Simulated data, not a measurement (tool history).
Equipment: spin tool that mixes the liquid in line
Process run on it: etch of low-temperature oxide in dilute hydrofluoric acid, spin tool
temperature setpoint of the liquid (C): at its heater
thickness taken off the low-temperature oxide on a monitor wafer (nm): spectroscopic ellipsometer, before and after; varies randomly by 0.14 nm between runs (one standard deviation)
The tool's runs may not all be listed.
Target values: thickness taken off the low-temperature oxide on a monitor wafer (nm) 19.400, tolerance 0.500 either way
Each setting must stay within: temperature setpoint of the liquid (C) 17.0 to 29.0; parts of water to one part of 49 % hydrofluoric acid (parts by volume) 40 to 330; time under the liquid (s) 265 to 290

run	hour	temperature setpoint of the liquid (C)	parts of water to one part of 49 % hydrofluoric acid (parts by volume)	time under the liquid (s)	thickness taken off the low-temperature oxide on a monitor wafer (nm)
1	0.0	21.0	185	265	17.020
2	7.6	17.5	185	265	15.006
3	8.3	18.5	185	265	15.558
4	16.3	18.5	185	265	15.670
5	24.9	18.5	220	265	12.701
6	26.3	20.0	220	265	13.536
7	32.0	24.0	215	265	16.001
8	34.6	25.0	215	265	16.600

Below are 5 possible settings for the next run. Only one of them brings all results inside the allowed miss of their targets. Which is it?
A	37.2	25.0	200	270	?
B	37.2	27.0	260	285	?
C	37.2	24.0	230	265	?
D	37.2	25.5	225	265	?
E	37.2	28.0	220	285	?

move	thickness taken off the low-temperature oxide on a monitor wafer (nm)
A	18.521
B	15.123
C	14.761
D	16.011
E	19.342
A: nearer than the last run, and not there yet
B: further off than the last run
C: further off than the last run
D: further off than the last run
E: every result within its allowed miss
Move E is the one to make.
